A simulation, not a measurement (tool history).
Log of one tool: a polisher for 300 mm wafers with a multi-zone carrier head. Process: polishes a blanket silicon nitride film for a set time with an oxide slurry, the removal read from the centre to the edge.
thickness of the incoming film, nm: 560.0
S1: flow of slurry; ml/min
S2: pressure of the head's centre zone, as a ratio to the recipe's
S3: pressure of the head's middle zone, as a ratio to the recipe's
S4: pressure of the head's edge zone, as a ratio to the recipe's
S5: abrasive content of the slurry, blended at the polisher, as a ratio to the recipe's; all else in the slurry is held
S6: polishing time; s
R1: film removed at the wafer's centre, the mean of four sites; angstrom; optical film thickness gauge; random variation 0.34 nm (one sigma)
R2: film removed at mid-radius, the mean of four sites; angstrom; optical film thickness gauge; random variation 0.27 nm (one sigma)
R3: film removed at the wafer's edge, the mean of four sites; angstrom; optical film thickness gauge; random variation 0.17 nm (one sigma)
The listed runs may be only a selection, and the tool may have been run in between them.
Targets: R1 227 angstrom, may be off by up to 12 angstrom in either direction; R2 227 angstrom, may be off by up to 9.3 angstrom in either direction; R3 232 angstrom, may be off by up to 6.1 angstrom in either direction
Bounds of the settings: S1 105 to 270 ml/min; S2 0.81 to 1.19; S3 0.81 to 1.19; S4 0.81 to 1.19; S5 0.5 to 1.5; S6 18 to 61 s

run 1 hour=0 | S1=175 S2=1 S3=1 S4=1 S5=1 S6=39 | R1=342.15 R2=339.19 R3=336.33
run 2 hour=5 | S1=170 S2=0.99 S3=0.99 S4=0.99 S5=0.95 S6=39 | R1=328.38 R2=325.87 R3=322.61
run 3 hour=13.9 | S1=165 S2=0.98 S3=0.97 S4=0.98 S5=0.9 S6=39 | R1=318.29 R2=312.08 R3=312.51
run 4 hour=20.8 | S1=165 S2=0.98 S3=1.04 S4=0.98 S5=0.9 S6=39 | R1=317.09 R2=329.81 R3=315.42
run 5 hour=25.3 | S1=160 S2=0.97 S3=1.02 S4=0.97 S5=0.85 S6=39 | R1=302.67 R2=308.56 R3=300.97
run 6 hour=26.8 | S1=160 S2=0.97 S3=1.02 S4=0.97 S5=0.75 S6=39 | R1=279.99 R2=290.88 R3=278.13
run 7 hour=28.1 | S1=155 S2=0.96 S3=1 S4=0.96 S5=0.75 S6=39 | R1=280.13 R2=283.23 R3=277.05
run 8 hour=36 | S1=150 S2=0.95 S3=0.99 S4=0.95 S5=0.75 S6=39 | R1=279.2 R2=285.85 R3=275.14
run 9 hour=44.9 | S1=150 S2=0.94 S3=0.98 S4=0.95 S5=0.7 S6=39 | R1=259.94 R2=266.48 R3=262.59
run 10 hour=47.3 | S1=150 S2=0.93 S3=0.97 S4=0.94 S5=0.7 S6=39 | R1=252.91 R2=263.51 R3=265.27
run 11 hour=51.3 | S1=130 S2=0.95 S3=0.93 S4=0.87 S5=0.5 S6=39 | R1=197.15 R2=192.08 R3=193.61
run 12 hour=57.1 | S1=140 S2=0.95 S3=0.93 S4=0.87 S5=0.5 S6=39 | R1=194.12 R2=196.57 R3=194.45
run 13 hour=60.4 | S1=140 S2=0.95 S3=0.94 S4=0.89 S5=0.5 S6=39 | R1=208.92 R2=201.29 R3=200.72
run 14 hour=66.5 | S1=150 S2=0.94 S3=0.94 S4=0.9 S5=0.5 S6=39 | R1=204.3 R2=199.64 R3=203.05
run 15 hour=72.8 | S1=150 S2=0.94 S3=0.94 S4=0.9 S5=0.5 S6=39 | R1=205.41 R2=204.77 R3=202.76
run 16 hour=74.4 | S1=150 S2=0.94 S3=0.94 S4=0.91 S5=0.5 S6=39 | R1=208.59 R2=203.1 R3=204.46
run 17 hour=80.7 | S1=150 S2=0.93 S3=0.95 S4=0.92 S5=0.5 S6=39 | R1=204.5 R2=201.59 R3=204.44
run 18 hour=86 | S1=150 S2=0.93 S3=0.96 S4=0.94 S5=0.5 S6=39 | R1=202.58 R2=201.98 R3=205.96
run 19 hour=94.1 | S1=150 S2=0.93 S3=0.96 S4=0.94 S5=0.5 S6=39 | R1=197.09 R2=202.6 R3=206.6

Which of these 5 next moves meets every target?
run A hour=102.2 | S1=150 S2=0.9 S3=1 S4=0.99 S5=0.5 S6=32 | R1=? R2=? R3=?
run B hour=102.2 | S1=145 S2=0.95 S3=0.95 S4=0.96 S5=0.6 S6=38 | R1=? R2=? R3=?
run C hour=102.2 | S1=115 S2=0.87 S3=1 S4=0.92 S5=0.65 S6=41 | R1=? R2=? R3=?
run D hour=102.2 | S1=130 S2=0.92 S3=0.91 S4=0.99 S5=0.65 S6=39 | R1=? R2=? R3=?
run E hour=102.2 | S1=115 S2=0.81 S3=0.99 S4=0.91 S5=0.6 S6=43 | R1=? R2=? R3=?

move=A R1=160 R2=171.76 R3=174.04
move=B R1=227 R2=221.63 R3=231.77
move=C R1=221.55 R2=248.16 R3=247.84
move=D R1=231.25 R2=225.63 R3=250.19
move=E R1=205.3 R2=244.56 R3=245.04
A: the biggest miss grows against the last run
B: all results in spec
C: carries the result that was furthest off beyond its target, to the other side
D: carries the result that was furthest off beyond its target, to the other side
E: carries the result that was furthest off beyond its target, to the other side
Move B is the one to make.

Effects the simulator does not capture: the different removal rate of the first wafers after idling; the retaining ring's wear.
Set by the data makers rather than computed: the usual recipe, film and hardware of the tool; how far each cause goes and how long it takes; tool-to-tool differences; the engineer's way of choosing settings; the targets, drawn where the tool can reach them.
